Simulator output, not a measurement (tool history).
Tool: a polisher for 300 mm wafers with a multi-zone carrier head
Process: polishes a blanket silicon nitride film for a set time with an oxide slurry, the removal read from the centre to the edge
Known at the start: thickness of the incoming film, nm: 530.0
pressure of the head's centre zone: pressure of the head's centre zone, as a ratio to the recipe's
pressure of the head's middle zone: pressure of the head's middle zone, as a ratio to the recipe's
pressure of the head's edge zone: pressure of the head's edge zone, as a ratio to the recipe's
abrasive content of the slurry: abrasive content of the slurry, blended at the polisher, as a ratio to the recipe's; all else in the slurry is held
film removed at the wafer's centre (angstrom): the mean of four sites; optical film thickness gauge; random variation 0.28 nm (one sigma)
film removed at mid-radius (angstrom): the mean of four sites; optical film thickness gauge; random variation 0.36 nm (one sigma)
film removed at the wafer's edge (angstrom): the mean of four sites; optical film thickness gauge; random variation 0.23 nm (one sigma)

run    day  flow of slurry (ml/min)  pressure of the head's centre zone  pressure of the head's middle zone  pressure of the head's edge zone  abrasive content of the slurry  polishing time (s)  film removed at the wafer's centre (angstrom)  film removed at mid-radius (angstrom)  film removed at the wafer's edge (angstrom)
  1  0.000                      130                                1.00                                1.00                              1.00                            1.00                  42                                         207.41                                 211.18                                       225.04
  2  0.250                      130                                0.94                                1.00                              1.00                            1.00                  42                                         190.16                                 208.32                                       223.14
  3  0.350                      130                                0.88                                1.00                              1.00                            1.00                  42                                         175.87                                 209.34                                       223.22
  4  0.546                      130                                0.96                                1.00                              1.00                            1.00                  42                                         198.08                                 215.84                                       225.05
  5  0.571                      135                                0.97                                0.99                              1.02                            1.05                  42                                         206.47                                 220.36                                       236.79
  6  0.608                      135                                0.97                                0.99                              1.02                            1.05                  36                                         176.70                                 184.87                                       199.04
  7  0.825                      140                                0.98                                0.98                              1.04                            1.10                  37                                         190.34                                 200.70                                       211.95

Forecast run 8:
  8  1.146                      135                                0.99                                0.96                              1.06                            1.15                  38                                              ?                                      ?                                            ?

Run 8 gave film removed at the wafer's centre (angstrom) 197.37, film removed at mid-radius (angstrom) 203.95, film removed at the wafer's edge (angstrom) 224.87.
